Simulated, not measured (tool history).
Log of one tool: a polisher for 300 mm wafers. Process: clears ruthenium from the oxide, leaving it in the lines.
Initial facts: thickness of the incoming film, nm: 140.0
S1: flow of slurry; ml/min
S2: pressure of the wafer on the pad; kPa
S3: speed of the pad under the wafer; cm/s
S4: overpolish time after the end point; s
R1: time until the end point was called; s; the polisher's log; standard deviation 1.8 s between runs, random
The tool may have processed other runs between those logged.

run  hour   S1    S2   S3  S4      R1
  1     0  230  18.6  124   7   83.91
  2   7.3  230  17.9  124   7  85.906
  3    16  230  17.2  124   7  90.825
  4  19.8  230  17.2  124   5  89.721
  5    25  230  16.5  124   5  94.046
  6  31.1  230  15.9  124   5  95.899

Predict the results of run 7:
  7  36.5  230  15.2  124   5   ?

{"run 7": {"R1": 103.72}}
